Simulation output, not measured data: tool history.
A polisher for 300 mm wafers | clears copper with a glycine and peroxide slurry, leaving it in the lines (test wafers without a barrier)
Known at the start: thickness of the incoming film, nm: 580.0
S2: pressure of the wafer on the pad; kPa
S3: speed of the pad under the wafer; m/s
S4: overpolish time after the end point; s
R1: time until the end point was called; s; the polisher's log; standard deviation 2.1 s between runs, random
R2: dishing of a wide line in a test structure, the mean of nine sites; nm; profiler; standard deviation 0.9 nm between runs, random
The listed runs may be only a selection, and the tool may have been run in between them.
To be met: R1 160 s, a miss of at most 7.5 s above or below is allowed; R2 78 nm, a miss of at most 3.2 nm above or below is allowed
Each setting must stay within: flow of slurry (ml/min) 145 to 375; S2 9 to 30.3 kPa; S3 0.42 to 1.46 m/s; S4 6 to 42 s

{"run": 1, "hour": 0.0, "flow of slurry (ml/min)": 240, "S2": 19.3, "S3": 0.94, "S4": 21, "R1": 109.7, "R2": 73.488}
{"run": 2, "hour": 4.2, "flow of slurry (ml/min)": 240, "S2": 17.9, "S3": 0.92, "S4": 23, "R1": 116.32, "R2": 73.482}
{"run": 3, "hour": 9.2, "flow of slurry (ml/min)": 240, "S2": 20.7, "S3": 0.92, "S4": 23, "R1": 104.84, "R2": 80.38}
{"run": 4, "hour": 11.4, "flow of slurry (ml/min)": 240, "S2": 18.6, "S3": 0.9, "S4": 25, "R1": 116.72, "R2": 79.736}
{"run": 5, "hour": 13.6, "flow of slurry (ml/min)": 240, "S2": 18.6, "S3": 0.72, "S4": 25, "R1": 135.37, "R2": 73.387}
{"run": 6, "hour": 21.7, "flow of slurry (ml/min)": 240, "S2": 17.9, "S3": 0.7, "S4": 26, "R1": 144.2, "R2": 72.445}
{"run": 7, "hour": 28.8, "flow of slurry (ml/min)": 240, "S2": 17.2, "S3": 0.7, "S4": 27, "R1": 144.21, "R2": 70.876}
{"run": 8, "hour": 34.1, "flow of slurry (ml/min)": 240, "S2": 17.2, "S3": 0.68, "S4": 28, "R1": 148.07, "R2": 72.093}
{"run": 9, "hour": 34.7, "flow of slurry (ml/min)": 240, "S2": 17.2, "S3": 0.68, "S4": 28, "R1": 151.73, "R2": 74.125}
{"run": 10, "hour": 38.4, "flow of slurry (ml/min)": 240, "S2": 17.2, "S3": 0.68, "S4": 29, "R1": 148.46, "R2": 74.811}
{"run": 11, "hour": 42.8, "flow of slurry (ml/min)": 240, "S2": 17.2, "S3": 0.68, "S4": 30, "R1": 153.68, "R2": 76.308}
{"run": 12, "hour": 44.2, "flow of slurry (ml/min)": 240, "S2": 17.2, "S3": 0.68, "S4": 31, "R1": 146.44, "R2": 77.398}

Consider the 4 candidate settings below. Which is the only one whose results all fall within their allowed miss of target?
{"run": "A", "hour": 45.6, "flow of slurry (ml/min)": 230, "S2": 20, "S3": 0.74, "S4": 27, "R1": "?", "R2": "?"}
{"run": "B", "hour": 45.6, "flow of slurry (ml/min)": 330, "S2": 18.6, "S3": 0.68, "S4": 29, "R1": "?", "R2": "?"}
{"run": "C", "hour": 45.6, "flow of slurry (ml/min)": 255, "S2": 13.8, "S3": 0.9, "S4": 30, "R1": "?", "R2": "?"}
{"run": "D", "hour": 45.6, "flow of slurry (ml/min)": 245, "S2": 19.3, "S3": 0.54, "S4": 32, "R1": "?", "R2": "?"}

move=A R1=126.83 R2=82.011
move=B R1=137.69 R2=81.22
move=C R1=146.67 R2=76.431
move=D R1=158.62 R2=79.828
A: its largest miss is bigger than the last run's
B: its largest miss is bigger than the last run's
C: neither nearer nor further off than the last run
D: all results land within tolerance of their targets
Correct choice: D, which meets every target

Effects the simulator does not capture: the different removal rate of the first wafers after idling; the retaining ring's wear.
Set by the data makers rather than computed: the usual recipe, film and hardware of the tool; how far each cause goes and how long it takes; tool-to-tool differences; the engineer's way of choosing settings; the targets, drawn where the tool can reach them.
